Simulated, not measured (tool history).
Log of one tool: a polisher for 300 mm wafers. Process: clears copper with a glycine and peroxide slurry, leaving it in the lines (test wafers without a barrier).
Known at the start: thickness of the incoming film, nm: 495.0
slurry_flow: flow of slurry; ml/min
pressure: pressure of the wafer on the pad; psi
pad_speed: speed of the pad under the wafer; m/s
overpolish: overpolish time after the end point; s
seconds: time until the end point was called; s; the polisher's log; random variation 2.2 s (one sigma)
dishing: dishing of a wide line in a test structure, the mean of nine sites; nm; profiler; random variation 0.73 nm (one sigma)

run,hour,slurry_flow,pressure,pad_speed,overpolish,seconds,dishing
1,0.0,195,2.2,1.18,17,119.28,45.923
2,4.1,235,2.2,1.18,17,115.42,46.658
3,10.9,225,1.9,1.16,20,128.11,49.561
4,19.9,270,1.9,1.16,20,127.55,49.464
5,26.3,295,1.9,1.16,20,122.36,50.569
6,28.9,280,1.6,1.14,22,142.04,50.645

Forecast run 7:
7,31.4,275,1.4,1.12,23,?,?

{"run 7": {"seconds": 152.65, "dishing": 47.401}}
